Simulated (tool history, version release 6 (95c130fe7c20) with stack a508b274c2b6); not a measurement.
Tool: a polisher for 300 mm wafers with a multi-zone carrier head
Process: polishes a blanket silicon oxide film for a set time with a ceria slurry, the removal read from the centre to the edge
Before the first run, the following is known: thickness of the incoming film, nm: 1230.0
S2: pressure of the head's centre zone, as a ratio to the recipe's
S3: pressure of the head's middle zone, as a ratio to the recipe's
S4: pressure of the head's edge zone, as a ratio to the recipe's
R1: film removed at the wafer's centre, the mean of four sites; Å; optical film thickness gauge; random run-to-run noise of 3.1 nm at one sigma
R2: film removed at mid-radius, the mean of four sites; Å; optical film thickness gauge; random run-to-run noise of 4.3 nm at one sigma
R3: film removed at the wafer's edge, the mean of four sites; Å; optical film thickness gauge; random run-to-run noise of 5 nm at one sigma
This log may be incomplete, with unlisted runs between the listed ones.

run 1 day=0.000 | flow_of_slurry_(ml/min)=285 S2=1.00 S3=1.00 S4=1.00 polishing_time_(s)=81 | R1=3021.7 R2=2945.0 R3=2859.8
run 2 day=0.312 | flow_of_slurry_(ml/min)=320 S2=1.00 S3=1.00 S4=1.00 polishing_time_(s)=81 | R1=3098.6 R2=3017.0 R3=2891.2
run 3 day=0.358 | flow_of_slurry_(ml/min)=320 S2=1.07 S3=1.00 S4=1.00 polishing_time_(s)=81 | R1=3250.5 R2=3025.3 R3=3011.3
run 4 day=0.579 | flow_of_slurry_(ml/min)=320 S2=1.07 S3=1.07 S4=1.00 polishing_time_(s)=81 | R1=3287.1 R2=3078.7 R3=2960.4
run 5 day=0.742 | flow_of_slurry_(ml/min)=320 S2=1.07 S3=1.12 S4=1.00 polishing_time_(s)=81 | R1=3256.9 R2=3207.1 R3=2952.8
run 6 day=0.771 | flow_of_slurry_(ml/min)=335 S2=1.10 S3=1.10 S4=0.99 polishing_time_(s)=85 | R1=3536.8 R2=3361.8 R3=3032.2
run 7 day=0.879 | flow_of_slurry_(ml/min)=345 S2=1.12 S3=1.08 S4=1.01 polishing_time_(s)=88 | R1=3679.7 R2=3455.0 R3=3229.0
run 8 day=1.162 | flow_of_slurry_(ml/min)=340 S2=1.14 S3=1.05 S4=1.00 polishing_time_(s)=92 | R1=3919.0 R2=3501.9 R3=3353.9

The next listed run, before its measurement:
run 9 day=1.221 | flow_of_slurry_(ml/min)=345 S2=1.15 S3=1.04 S4=1.00 polishing_time_(s)=94 | R1=? R2=? R3=?

{"run 9": {"R1": 4075.8, "R2": 3563.7, "R3": 3504.4}}
